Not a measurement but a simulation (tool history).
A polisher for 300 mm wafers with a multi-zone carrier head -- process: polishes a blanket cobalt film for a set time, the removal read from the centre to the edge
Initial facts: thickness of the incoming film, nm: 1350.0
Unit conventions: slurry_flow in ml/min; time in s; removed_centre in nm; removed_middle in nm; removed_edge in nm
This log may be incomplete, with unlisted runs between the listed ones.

run,hour,slurry_flow,centre_zone,middle_zone,edge_zone,time,removed_centre,removed_middle,removed_edge
1,0,285,1,1,1,76,494.74,498.71,497.23
2,6.5,285,1,1,0.92,76,506.12,479.03,466.47
3,14.1,275,0.96,0.98,0.92,75,479.56,476.57,465.06
4,20.4,270,0.93,0.95,0.92,74,463.4,452.93,458.85
5,23.1,265,0.9,0.94,0.92,73,444.46,441.7,451.65
6,28.1,265,0.97,0.94,0.92,73,465.26,437.46,451.1
7,34.9,255,0.94,0.93,0.93,72,453.79,431.2,446.63
8,39.1,255,0.91,0.93,0.94,71,434.09,428.85,439.1
9,46.2,255,0.89,0.92,0.96,71,418.99,424.32,453.04

Expected results for the next run?
10,54,255,0.89,0.92,0.96,71,?,?,?

removed_centre: 429.49 nm
removed_middle: 422.29 nm
removed_edge: 450.82 nm

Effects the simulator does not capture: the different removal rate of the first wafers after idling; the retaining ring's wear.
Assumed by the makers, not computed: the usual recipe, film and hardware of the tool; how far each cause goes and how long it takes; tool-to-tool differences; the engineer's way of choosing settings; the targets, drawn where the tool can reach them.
